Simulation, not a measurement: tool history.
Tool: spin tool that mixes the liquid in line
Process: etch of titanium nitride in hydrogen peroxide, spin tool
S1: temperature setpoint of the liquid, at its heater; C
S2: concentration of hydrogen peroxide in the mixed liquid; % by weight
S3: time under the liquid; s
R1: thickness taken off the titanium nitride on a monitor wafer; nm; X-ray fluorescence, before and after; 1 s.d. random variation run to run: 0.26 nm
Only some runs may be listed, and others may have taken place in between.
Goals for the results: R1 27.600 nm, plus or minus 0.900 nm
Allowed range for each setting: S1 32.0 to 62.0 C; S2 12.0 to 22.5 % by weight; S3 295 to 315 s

run	hour	S1	S2	S3	R1
1	0.0	46.0	15.5	295	15.388
2	3.1	47.0	15.5	295	16.755
3	6.0	47.0	14.5	295	16.366
4	13.0	48.0	14.5	295	17.748
5	17.3	48.0	14.5	315	18.760
6	19.6	48.5	14.5	315	19.582
7	21.1	48.5	14.5	315	19.753
8	29.8	49.0	14.5	315	20.344
9	32.4	49.5	14.5	315	20.964
10	41.3	50.0	14.5	315	21.909
11	47.2	50.5	14.5	315	22.276
# hour 48.0: peroxide flow meter replaced
12	48.0	54.0	14.5	315	28.336

Of the 5 settings listed for the next run, only one would bring every result within its allowed miss of target. Which one?
A	48.8	54.0	12.0	315	?
B	48.8	54.0	16.5	315	?
C	48.8	54.5	13.5	315	?
D	48.8	54.5	15.0	315	?
E	48.8	54.5	14.5	315	?

move	R1
A	27.940
B	29.872
C	29.662
D	30.325
E	30.110
A: all results in spec
B: misses by more than the last run did
C: misses by more than the last run did
D: misses by more than the last run did
E: misses by more than the last run did
Move A is the one to make.

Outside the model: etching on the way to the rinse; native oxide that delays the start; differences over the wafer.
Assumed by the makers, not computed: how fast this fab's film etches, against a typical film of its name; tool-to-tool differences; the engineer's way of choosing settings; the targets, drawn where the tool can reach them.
